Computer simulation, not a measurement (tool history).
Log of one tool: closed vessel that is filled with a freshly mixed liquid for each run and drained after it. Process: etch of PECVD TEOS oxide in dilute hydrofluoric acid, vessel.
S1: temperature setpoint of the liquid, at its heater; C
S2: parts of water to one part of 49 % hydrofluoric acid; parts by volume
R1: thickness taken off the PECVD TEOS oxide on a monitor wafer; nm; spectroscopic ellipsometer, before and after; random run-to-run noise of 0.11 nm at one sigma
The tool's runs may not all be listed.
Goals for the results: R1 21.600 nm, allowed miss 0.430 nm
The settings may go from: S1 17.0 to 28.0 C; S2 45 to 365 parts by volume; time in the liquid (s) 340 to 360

run 1 day=0.000 | S1=20.0 S2=205 time_in_the_liquid_(s)=340 | R1=30.241
run 2 day=0.279 | S1=20.0 S2=205 time_in_the_liquid_(s)=340 | R1=30.273
run 3 day=0.575 | S1=19.0 S2=220 time_in_the_liquid_(s)=340 | R1=26.969
run 4 day=0.900 | S1=18.5 S2=230 time_in_the_liquid_(s)=340 | R1=24.917
run 5 day=1.021 | S1=18.5 S2=180 time_in_the_liquid_(s)=340 | R1=33.709
run 6 day=1.350 | S1=18.5 S2=115 time_in_the_liquid_(s)=340 | R1=55.285
run 7 day=1.633 | S1=17.0 S2=195 time_in_the_liquid_(s)=340 | R1=28.778
run 8 day=1.762 | S1=17.0 S2=210 time_in_the_liquid_(s)=340 | R1=26.384
run 9 day=1.783 | S1=17.0 S2=220 time_in_the_liquid_(s)=340 | R1=24.841
run 10 day=1.912 | S1=17.0 S2=225 time_in_the_liquid_(s)=340 | R1=24.061
run 11 day=2.062 | S1=17.0 S2=230 time_in_the_liquid_(s)=340 | R1=23.639
run 12 day=2.421 | S1=17.0 S2=235 time_in_the_liquid_(s)=340 | R1=22.937
run 13 day=2.554 | S1=17.0 S2=240 time_in_the_liquid_(s)=340 | R1=22.171

Below are 4 possible settings for the next run. Only one of them brings all results inside the allowed miss of their targets. Which is it?
run A day=2.688 | S1=17.5 S2=240 time_in_the_liquid_(s)=345 | R1=?
run B day=2.688 | S1=19.0 S2=260 time_in_the_liquid_(s)=360 | R1=?
run C day=2.688 | S1=18.5 S2=260 time_in_the_liquid_(s)=345 | R1=?
run D day=2.688 | S1=17.5 S2=245 time_in_the_liquid_(s)=345 | R1=?

move=A R1=22.739
move=B R1=22.785
move=C R1=21.426
move=D R1=22.177
A: its largest miss is bigger than the last run's
B: its largest miss is bigger than the last run's
C: all results land within tolerance of their targets
D: just as far off the targets as the last run
So the answer is move C, the one that meets all the targets.
